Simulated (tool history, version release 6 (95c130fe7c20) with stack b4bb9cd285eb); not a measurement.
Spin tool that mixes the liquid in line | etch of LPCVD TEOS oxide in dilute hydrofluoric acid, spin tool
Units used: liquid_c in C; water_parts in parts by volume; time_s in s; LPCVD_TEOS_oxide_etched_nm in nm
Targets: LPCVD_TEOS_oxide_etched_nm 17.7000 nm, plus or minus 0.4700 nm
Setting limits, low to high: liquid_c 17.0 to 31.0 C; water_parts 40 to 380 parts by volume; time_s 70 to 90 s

run 1 day=0.000 | liquid_c=23.0 water_parts=210 time_s=90 | LPCVD_TEOS_oxide_etched_nm=6.9103
run 2 day=0.067 | liquid_c=23.0 water_parts=245 time_s=90 | LPCVD_TEOS_oxide_etched_nm=5.6924
run 3 day=0.296 | liquid_c=25.0 water_parts=245 time_s=90 | LPCVD_TEOS_oxide_etched_nm=6.0746
run 4 day=0.642 | liquid_c=25.0 water_parts=285 time_s=90 | LPCVD_TEOS_oxide_etched_nm=5.0252
run 5 day=0.971 | liquid_c=27.0 water_parts=285 time_s=90 | LPCVD_TEOS_oxide_etched_nm=5.3869
run 6 day=1.333 | liquid_c=28.0 water_parts=225 time_s=90 | LPCVD_TEOS_oxide_etched_nm=7.4992
-- day=1.604 thermometer replaced
run 7 day=1.604 | liquid_c=29.0 water_parts=180 time_s=90 | LPCVD_TEOS_oxide_etched_nm=9.5463
run 8 day=1.833 | liquid_c=29.5 water_parts=145 time_s=90 | LPCVD_TEOS_oxide_etched_nm=12.6030

4 candidate next runs follow, results not yet known. Just one meets every target within its allowed miss. Identify it.
run A day=2.062 | liquid_c=30.5 water_parts=120 time_s=90 | LPCVD_TEOS_oxide_etched_nm=?
run B day=2.062 | liquid_c=29.0 water_parts=115 time_s=90 | LPCVD_TEOS_oxide_etched_nm=?
run C day=2.062 | liquid_c=31.0 water_parts=120 time_s=90 | LPCVD_TEOS_oxide_etched_nm=?
run D day=2.062 | liquid_c=29.5 water_parts=110 time_s=90 | LPCVD_TEOS_oxide_etched_nm=?

move=A LPCVD_TEOS_oxide_etched_nm=16.3290
move=B LPCVD_TEOS_oxide_etched_nm=16.2290
move=C LPCVD_TEOS_oxide_etched_nm=16.6310
move=D LPCVD_TEOS_oxide_etched_nm=17.4050
A: moves toward the targets from the last run without getting all of them in spec
B: moves toward the targets from the last run without getting all of them in spec
C: moves toward the targets from the last run without getting all of them in spec
D: every result lands within tolerance
D is the move that brings every result within its allowed miss.
